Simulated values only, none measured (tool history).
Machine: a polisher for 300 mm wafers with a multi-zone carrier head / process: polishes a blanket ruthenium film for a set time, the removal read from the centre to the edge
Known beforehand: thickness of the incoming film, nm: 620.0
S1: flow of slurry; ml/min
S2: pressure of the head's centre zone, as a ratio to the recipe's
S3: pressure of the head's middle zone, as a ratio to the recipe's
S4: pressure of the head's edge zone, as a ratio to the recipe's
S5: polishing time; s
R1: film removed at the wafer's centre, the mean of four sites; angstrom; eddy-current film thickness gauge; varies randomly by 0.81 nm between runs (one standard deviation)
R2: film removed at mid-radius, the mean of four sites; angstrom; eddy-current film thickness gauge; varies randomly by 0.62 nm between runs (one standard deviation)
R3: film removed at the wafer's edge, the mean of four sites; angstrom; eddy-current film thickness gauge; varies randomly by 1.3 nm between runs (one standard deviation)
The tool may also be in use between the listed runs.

{"run": 1, "hour": 0.0, "S1": 150, "S2": 1, "S3": 1, "S4": 1, "S5": 85, "R1": 1003.3, "R2": 1056, "R3": 1025.7}
{"run": 2, "hour": 7.7, "S1": 145, "S2": 1, "S3": 0.99, "S4": 0.99, "S5": 85, "R1": 1000, "R2": 1023.3, "R3": 1023.8}
{"run": 3, "hour": 14.6, "S1": 145, "S2": 1, "S3": 0.99, "S4": 0.99, "S5": 94, "R1": 1127.9, "R2": 1151.1, "R3": 1102.3}
{"run": 4, "hour": 19.2, "S1": 140, "S2": 0.98, "S3": 0.97, "S4": 0.96, "S5": 93, "R1": 1068.4, "R2": 1108.8, "R3": 1100.8}
{"run": 5, "hour": 22.7, "S1": 140, "S2": 0.98, "S3": 1.02, "S4": 0.96, "S5": 93, "R1": 1074, "R2": 1156.4, "R3": 1093.3}
{"run": 6, "hour": 24.4, "S1": 140, "S2": 0.98, "S3": 1.08, "S4": 0.96, "S5": 93, "R1": 1065.9, "R2": 1189.9, "R3": 1113.4}

What will run 7 give?
{"run": 7, "hour": 27.1, "S1": 135, "S2": 0.98, "S3": 1.04, "S4": 0.95, "S5": 92, "R1": "?", "R2": "?", "R3": "?"}

{"run 7": {"R1": 1065.2, "R2": 1150.8, "R3": 1075.2}}
